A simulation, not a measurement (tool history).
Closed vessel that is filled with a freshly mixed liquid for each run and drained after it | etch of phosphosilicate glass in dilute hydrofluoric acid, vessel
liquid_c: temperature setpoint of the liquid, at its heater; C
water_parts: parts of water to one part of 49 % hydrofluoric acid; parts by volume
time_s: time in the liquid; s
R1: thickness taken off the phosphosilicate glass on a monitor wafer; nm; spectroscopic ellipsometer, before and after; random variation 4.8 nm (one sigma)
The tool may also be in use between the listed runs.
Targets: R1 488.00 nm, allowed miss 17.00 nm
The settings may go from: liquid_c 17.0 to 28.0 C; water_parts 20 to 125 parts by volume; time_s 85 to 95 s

Run 1, hour 0.0: liquid_c 20.0 C, water_parts 70 parts by volume, time_s 85 s. Result: R1 167.17 nm.
Run 2, hour 5.5: liquid_c 20.5 C, water_parts 65 parts by volume, time_s 85 s. Result: R1 184.57 nm.
Run 3, hour 13.7: liquid_c 21.0 C, water_parts 60 parts by volume, time_s 85 s. Result: R1 207.39 nm.
Run 4, hour 18.7: liquid_c 21.5 C, water_parts 55 parts by volume, time_s 85 s. Result: R1 226.18 nm.
Run 5, hour 26.9: liquid_c 22.0 C, water_parts 50 parts by volume, time_s 85 s. Result: R1 255.12 nm.
Run 6, hour 32.5: liquid_c 23.5 C, water_parts 50 parts by volume, time_s 85 s. Result: R1 278.18 nm.
Run 7, hour 36.8: liquid_c 24.0 C, water_parts 50 parts by volume, time_s 85 s. Result: R1 285.95 nm.
Run 8, hour 40.8: liquid_c 24.5 C, water_parts 50 parts by volume, time_s 85 s. Result: R1 286.59 nm.
Run 9, hour 49.2: liquid_c 25.0 C, water_parts 50 parts by volume, time_s 85 s. Result: R1 289.11 nm.
Run 10, hour 50.8: liquid_c 25.5 C, water_parts 50 parts by volume, time_s 85 s. Result: R1 296.42 nm.
Run 11, hour 58.6: liquid_c 27.0 C, water_parts 35 parts by volume, time_s 85 s. Result: R1 463.11 nm.

5 next moves are on the table. One of them brings every result within its allowed miss. Which?
Run A, hour 66.4: liquid_c 28.0 C, water_parts 45 parts by volume, time_s 95 s. Result: R1 ?.
Run B, hour 66.4: liquid_c 27.0 C, water_parts 40 parts by volume, time_s 90 s. Result: R1 ?.
Run C, hour 66.4: liquid_c 27.0 C, water_parts 40 parts by volume, time_s 85 s. Result: R1 ?.
Run D, hour 66.4: liquid_c 28.0 C, water_parts 35 parts by volume, time_s 85 s. Result: R1 ?.
Run E, hour 66.4: liquid_c 28.0 C, water_parts 40 parts by volume, time_s 90 s. Result: R1 ?.

move      R1
   A  411.36
   B  424.20
   C  400.63
   D  480.29
   E  441.68
A: further off than the last run
B: further off than the last run
C: further off than the last run
D: meets every target
E: further off than the last run
Answer: D
